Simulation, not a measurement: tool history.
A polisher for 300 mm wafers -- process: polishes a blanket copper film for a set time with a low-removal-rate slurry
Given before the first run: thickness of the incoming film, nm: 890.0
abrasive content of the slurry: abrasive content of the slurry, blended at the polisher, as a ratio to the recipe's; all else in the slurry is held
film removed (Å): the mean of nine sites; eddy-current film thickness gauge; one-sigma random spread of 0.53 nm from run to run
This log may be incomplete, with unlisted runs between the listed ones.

run,hour,flow of slurry (ml/min),pressure of the wafer on the pad (kPa),speed of the pad under the wafer (cm/s),abrasive content of the slurry,polishing time (s),film removed (Å)
1,0,220,20.7,90,1,31,972.59
2,7.1,220,20.7,90,1,31,986.48
3,8.6,220,24.1,90,1,31,1116.8
4,14.1,220,20,90,1,31,946.85
5,19.6,220,20,110,1,31,1141
6,20.5,220,17.9,106,1,31,977.62
7,25.2,220,16.5,106,1,31,912.69
8,32.2,220,15.2,106,1,31,866.73

Forecast run 9:
9,33.8,210,9.7,98,1,31,?

film removed (Å): 539.52
